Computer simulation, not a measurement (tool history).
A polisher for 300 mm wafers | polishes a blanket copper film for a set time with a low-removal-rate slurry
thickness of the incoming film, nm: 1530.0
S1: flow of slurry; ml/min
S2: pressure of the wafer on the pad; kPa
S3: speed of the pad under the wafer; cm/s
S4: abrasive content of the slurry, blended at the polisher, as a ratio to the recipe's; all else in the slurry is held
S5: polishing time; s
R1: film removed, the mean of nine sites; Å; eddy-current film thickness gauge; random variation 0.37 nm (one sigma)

run	day	S1	S2	S3	S4	S5	R1
1	0.000	135	12.4	132	1.0	35	763.34
2	0.158	105	12.4	132	1.0	35	720.88
3	0.267	105	11.0	130	1.0	35	628.67
4	0.404	105	9.7	130	1.0	35	553.64
5	0.508	105	9.7	130	1.2	35	569.75
6	0.767	105	9.0	130	1.2	35	526.73
7	0.988	105	8.3	130	1.2	35	487.06

The next listed run, before its measurement:
8	1.338	105	7.6	130	1.2	35	?

R1: 456.51 Å
